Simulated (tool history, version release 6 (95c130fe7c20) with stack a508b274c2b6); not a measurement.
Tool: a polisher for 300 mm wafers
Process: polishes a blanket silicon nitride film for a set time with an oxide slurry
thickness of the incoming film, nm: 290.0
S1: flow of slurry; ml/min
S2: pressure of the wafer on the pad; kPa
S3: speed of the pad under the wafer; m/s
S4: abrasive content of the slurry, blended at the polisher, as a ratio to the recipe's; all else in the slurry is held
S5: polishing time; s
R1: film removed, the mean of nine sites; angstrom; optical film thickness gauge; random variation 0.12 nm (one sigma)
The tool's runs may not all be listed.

{"run": 1, "hour": 0.0, "S1": 215, "S2": 19.3, "S3": 1.22, "S4": 1, "S5": 24, "R1": 146.49}
{"run": 2, "hour": 4.4, "S1": 215, "S2": 18.6, "S3": 1.22, "S4": 1, "S5": 24, "R1": 144.64}
{"run": 3, "hour": 10.9, "S1": 215, "S2": 17.9, "S3": 1.22, "S4": 1, "S5": 24, "R1": 135.76}
{"run": 4, "hour": 15.7, "S1": 215, "S2": 17.9, "S3": 1.22, "S4": 0.9, "S5": 24, "R1": 129.95}
{"run": 5, "hour": 16.6, "S1": 215, "S2": 17.9, "S3": 1.22, "S4": 1, "S5": 24, "R1": 135.4}
{"run": 6, "hour": 20.1, "S1": 215, "S2": 20.7, "S3": 1.22, "S4": 1, "S5": 24, "R1": 156.87}

The next listed run, before its measurement:
{"run": 7, "hour": 26.9, "S1": 215, "S2": 20, "S3": 1.22, "S4": 1, "S5": 24, "R1": "?"}

{"run 7": {"R1": 151.75}}
